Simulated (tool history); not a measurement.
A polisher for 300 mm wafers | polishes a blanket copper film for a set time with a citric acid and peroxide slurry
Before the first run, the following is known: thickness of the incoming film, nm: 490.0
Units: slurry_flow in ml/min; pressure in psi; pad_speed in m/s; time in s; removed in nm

Run 1, hour 0: slurry_flow 240 ml/min, pressure 3.1 psi, pad_speed 0.96 m/s, slurry_solids 1, time 39 s. Result: removed 75.58 nm.
Run 2, hour 7.7: slurry_flow 240 ml/min, pressure 3.3 psi, pad_speed 0.96 m/s, slurry_solids 1, time 39 s. Result: removed 77.839 nm.
Run 3, hour 11.9: slurry_flow 240 ml/min, pressure 3.5 psi, pad_speed 0.96 m/s, slurry_solids 1, time 39 s. Result: removed 82.308 nm.
Run 4, hour 13.3: slurry_flow 240 ml/min, pressure 3.5 psi, pad_speed 0.96 m/s, slurry_solids 1, time 39 s. Result: removed 82.68 nm.
Run 5, hour 22.1: slurry_flow 240 ml/min, pressure 3.7 psi, pad_speed 0.96 m/s, slurry_solids 1, time 39 s. Result: removed 86.338 nm.
At hour 23.6: slurry blender recalibrated.
Run 6, hour 23.6: slurry_flow 205 ml/min, pressure 3.7 psi, pad_speed 0.96 m/s, slurry_solids 1, time 39 s. Result: removed 88.319 nm.
Run 7, hour 26.7: slurry_flow 205 ml/min, pressure 3.8 psi, pad_speed 0.96 m/s, slurry_solids 1, time 39 s. Result: removed 89.518 nm.

Run 8 has not been measured yet. What should we expect?
Run 8, hour 28.9: slurry_flow 205 ml/min, pressure 3.9 psi, pad_speed 0.96 m/s, slurry_solids 1, time 39 s. Result: removed ?.

{"run 8": {"removed": 92.192}}

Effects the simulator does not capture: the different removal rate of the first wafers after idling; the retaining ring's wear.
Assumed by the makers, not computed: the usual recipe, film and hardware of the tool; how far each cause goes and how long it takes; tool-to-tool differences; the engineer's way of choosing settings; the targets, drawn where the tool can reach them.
